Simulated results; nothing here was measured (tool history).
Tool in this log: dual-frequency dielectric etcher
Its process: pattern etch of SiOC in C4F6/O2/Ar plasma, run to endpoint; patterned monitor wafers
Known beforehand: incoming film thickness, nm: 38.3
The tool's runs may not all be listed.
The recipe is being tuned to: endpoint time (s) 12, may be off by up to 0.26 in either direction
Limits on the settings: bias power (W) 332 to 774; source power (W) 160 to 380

{"run": 1, "hour": 0.0, "bias power (W)": 553, "source power (W)": 270, "endpoint time (s)": 14.222}
{"run": 2, "hour": 7.3, "bias power (W)": 608, "source power (W)": 280, "endpoint time (s)": 13.458}
{"run": 3, "hour": 15.3, "bias power (W)": 567, "source power (W)": 280, "endpoint time (s)": 13.708}
{"run": 4, "hour": 22.7, "bias power (W)": 647, "source power (W)": 280, "endpoint time (s)": 13.034}
{"hour": 25.8, "done": "bias power generator calibrated"}
{"run": 5, "hour": 25.8, "bias power (W)": 647, "source power (W)": 230, "endpoint time (s)": 13.434}
{"run": 6, "hour": 30.3, "bias power (W)": 683, "source power (W)": 240, "endpoint time (s)": 12.831}
{"run": 7, "hour": 33.3, "bias power (W)": 703, "source power (W)": 240, "endpoint time (s)": 12.601}
{"run": 8, "hour": 40.8, "bias power (W)": 717, "source power (W)": 240, "endpoint time (s)": 12.541}
{"run": 9, "hour": 45.0, "bias power (W)": 731, "source power (W)": 240, "endpoint time (s)": 12.334}

5 next moves are on the table. One of them brings every result within its allowed miss. Which?
{"run": "A", "hour": 49.2, "bias power (W)": 703, "source power (W)": 250, "endpoint time (s)": "?"}
{"run": "B", "hour": 49.2, "bias power (W)": 706, "source power (W)": 230, "endpoint time (s)": "?"}
{"run": "C", "hour": 49.2, "bias power (W)": 695, "source power (W)": 250, "endpoint time (s)": "?"}
{"run": "D", "hour": 49.2, "bias power (W)": 755, "source power (W)": 260, "endpoint time (s)": "?"}
{"run": "E", "hour": 49.2, "bias power (W)": 628, "source power (W)": 300, "endpoint time (s)": "?"}

move=A endpoint_time_(s)=12.507
move=B endpoint_time_(s)=12.705
move=C endpoint_time_(s)=12.576
move=D endpoint_time_(s)=11.985
move=E endpoint_time_(s)=12.671
A: misses by more than the last run did
B: misses by more than the last run did
C: misses by more than the last run did
D: every result within its allowed miss
E: misses by more than the last run did
Answer: D

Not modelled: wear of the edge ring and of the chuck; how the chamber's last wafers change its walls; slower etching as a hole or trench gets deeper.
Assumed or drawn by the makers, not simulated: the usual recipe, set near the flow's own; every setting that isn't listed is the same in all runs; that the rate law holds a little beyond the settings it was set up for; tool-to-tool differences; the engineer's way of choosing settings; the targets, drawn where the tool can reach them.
